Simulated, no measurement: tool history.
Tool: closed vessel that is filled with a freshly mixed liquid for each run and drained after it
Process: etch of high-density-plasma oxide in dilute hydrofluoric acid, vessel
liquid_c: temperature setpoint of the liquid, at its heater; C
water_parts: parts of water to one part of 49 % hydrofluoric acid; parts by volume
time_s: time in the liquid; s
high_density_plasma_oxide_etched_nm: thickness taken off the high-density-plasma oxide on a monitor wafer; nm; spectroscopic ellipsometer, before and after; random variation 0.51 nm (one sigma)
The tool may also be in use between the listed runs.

run    day  liquid_c  water_parts  time_s  high_density_plasma_oxide_etched_nm
  1  0.000      26.0          210    1790                               68.553
  2  0.117      28.5          210    1790                               73.917
  3  0.283      27.0          210    1790                               68.286
  4  0.408      27.0          210    1915                               74.516
  5  0.771      25.5          210    1915                               71.301
  6  1.158      25.5          210    1915                               69.985
  7  1.454      24.5          210    1915                               68.426
  8  1.583      23.5          210    1915                               65.446
  9  1.871      23.0          210    1915                               65.006

The next listed run, before its measurement:
 10  1.979      19.0          215    1915                                    ?

{"run 10": {"high_density_plasma_oxide_etched_nm": 53.898}}

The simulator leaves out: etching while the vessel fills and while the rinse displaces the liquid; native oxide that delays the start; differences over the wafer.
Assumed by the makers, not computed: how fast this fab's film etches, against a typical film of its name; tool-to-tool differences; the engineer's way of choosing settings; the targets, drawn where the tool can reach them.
